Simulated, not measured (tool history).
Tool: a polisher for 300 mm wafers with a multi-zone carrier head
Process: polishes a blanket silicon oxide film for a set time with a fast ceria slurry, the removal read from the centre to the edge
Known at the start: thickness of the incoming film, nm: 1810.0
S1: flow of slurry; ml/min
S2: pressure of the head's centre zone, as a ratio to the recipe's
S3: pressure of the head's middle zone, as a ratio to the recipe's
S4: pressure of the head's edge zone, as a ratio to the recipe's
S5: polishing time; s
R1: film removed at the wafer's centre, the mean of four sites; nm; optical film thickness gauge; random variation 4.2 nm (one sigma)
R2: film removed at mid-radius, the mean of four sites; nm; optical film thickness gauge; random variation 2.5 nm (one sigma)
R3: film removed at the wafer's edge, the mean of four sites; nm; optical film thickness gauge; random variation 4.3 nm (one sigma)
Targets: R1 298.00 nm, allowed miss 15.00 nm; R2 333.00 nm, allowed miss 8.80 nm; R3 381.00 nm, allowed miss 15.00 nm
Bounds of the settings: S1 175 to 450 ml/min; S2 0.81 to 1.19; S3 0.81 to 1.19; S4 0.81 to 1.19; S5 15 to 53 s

run 1 day=0.000 | S1=290 S2=1.00 S3=1.00 S4=1.00 S5=34 | R1=491.72 R2=485.56 R3=496.19
run 2 day=0.296 | S1=280 S2=0.96 S3=0.98 S4=1.01 S5=32 | R1=427.48 R2=443.30 R3=471.90
run 3 day=0.421 | S1=315 S2=0.96 S3=0.98 S4=1.01 S5=32 | R1=441.09 R2=456.18 R3=469.87
run 4 day=0.492 | S1=315 S2=0.96 S3=0.98 S4=1.01 S5=25 | R1=346.06 R2=355.43 R3=371.40
run 5 day=0.596 | S1=315 S2=0.88 S3=0.98 S4=1.01 S5=25 | R1=318.82 R2=350.13 R3=366.37
-- day=0.658 worn pad replaced by a new one
run 6 day=0.658 | S1=315 S2=0.88 S3=0.98 S4=1.01 S5=17 | R1=233.53 R2=262.27 R3=269.35
run 7 day=0.833 | S1=305 S2=0.88 S3=0.98 S4=1.04 S5=18 | R1=250.18 R2=275.38 R3=294.40
run 8 day=0.912 | S1=300 S2=0.88 S3=0.99 S4=1.06 S5=19 | R1=257.40 R2=294.61 R3=313.44
run 9 day=1.146 | S1=295 S2=0.89 S3=0.99 S4=1.08 S5=19 | R1=266.61 R2=290.09 R3=311.81
run 10 day=1.483 | S1=285 S2=0.88 S3=0.99 S4=1.10 S5=20 | R1=272.53 R2=304.89 R3=331.51
run 11 day=1.825 | S1=280 S2=0.88 S3=0.99 S4=1.11 S5=20 | R1=272.65 R2=300.62 R3=329.36
run 12 day=2.008 | S1=280 S2=0.88 S3=0.99 S4=1.11 S5=20 | R1=272.02 R2=301.98 R3=332.98
run 13 day=2.167 | S1=275 S2=0.88 S3=0.99 S4=1.12 S5=20 | R1=269.84 R2=306.29 R3=335.46
run 14 day=2.492 | S1=275 S2=0.88 S3=0.99 S4=1.13 S5=20 | R1=269.90 R2=303.83 R3=329.63
run 15 day=2.762 | S1=270 S2=0.88 S3=0.98 S4=1.14 S5=21 | R1=285.44 R2=319.73 R3=342.27
run 16 day=2.917 | S1=260 S2=0.90 S3=1.02 S4=1.14 S5=21 | R1=290.15 R2=325.07 R3=349.48

Which of these 5 next moves meets every target?
run A day=3.071 | S1=260 S2=0.90 S3=1.05 S4=1.07 S5=21 | R1=? R2=? R3=?
run B day=3.071 | S1=245 S2=0.83 S3=0.98 S4=1.14 S5=21 | R1=? R2=? R3=?
run C day=3.071 | S1=230 S2=0.86 S3=0.96 S4=1.16 S5=23 | R1=? R2=? R3=?
run D day=3.071 | S1=250 S2=0.82 S3=1.00 S4=1.18 S5=21 | R1=? R2=? R3=?
run E day=3.071 | S1=255 S2=0.94 S3=0.99 S4=1.13 S5=21 | R1=? R2=? R3=?

move=A R1=291.42 R2=331.22 R3=340.23
move=B R1=266.11 R2=310.10 R3=349.60
move=C R1=299.06 R2=330.77 R3=383.86
move=D R1=263.71 R2=316.28 R3=356.55
move=E R1=303.51 R2=314.25 R3=349.37
A: further off than the last run
B: further off than the last run
C: meets every target
D: further off than the last run
E: as far off as the last run
The right move is C.
